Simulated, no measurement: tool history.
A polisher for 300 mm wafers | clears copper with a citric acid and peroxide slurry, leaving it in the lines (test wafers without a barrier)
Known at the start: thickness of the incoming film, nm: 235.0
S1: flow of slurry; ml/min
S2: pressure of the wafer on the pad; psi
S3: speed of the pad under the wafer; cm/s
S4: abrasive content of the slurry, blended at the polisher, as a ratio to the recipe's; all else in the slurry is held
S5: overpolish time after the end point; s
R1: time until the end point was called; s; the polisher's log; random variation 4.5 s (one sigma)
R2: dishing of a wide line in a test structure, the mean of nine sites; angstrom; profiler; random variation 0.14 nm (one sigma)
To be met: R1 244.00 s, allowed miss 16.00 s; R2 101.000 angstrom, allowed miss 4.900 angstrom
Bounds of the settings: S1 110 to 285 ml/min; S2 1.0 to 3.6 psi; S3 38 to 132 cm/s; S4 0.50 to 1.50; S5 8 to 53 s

run,hour,S1,S2,S3,S4,S5,R1,R2
1,0.0,180,2.3,84,1.00,27,201.13,209.320
2,1.1,185,2.2,84,1.00,22,204.04,178.350
3,8.0,190,2.0,84,1.00,18,211.87,142.780
4,9.0,190,2.0,84,0.80,18,218.80,136.130
5,17.7,190,2.0,84,0.80,10,231.29,78.697
6,25.8,195,1.8,86,0.85,11,234.03,83.429
7,28.4,195,1.8,84,0.90,12,234.23,89.213
8,31.5,190,1.8,82,0.95,13,233.22,95.836

Which of these 5 next moves meets every target?
A,34.6,170,1.3,100,1.00,14,?,?
B,34.6,195,2.1,66,0.95,13,?,?
C,34.6,195,1.5,82,0.85,19,?,?
D,34.6,175,1.1,96,0.85,17,?,?
E,34.6,170,1.1,100,0.85,16,?,?

move,R1,R2
A,239.70,99.634
B,258.66,87.640
C,268.82,118.600
D,282.36,102.090
E,272.82,99.697
A: meets every target
B: further off than the last run
C: takes the result that was furthest off past its target
D: brings the result that was furthest off to its target, and leaves another outside
E: brings the result that was furthest off to its target, and leaves another outside
The right move is A.
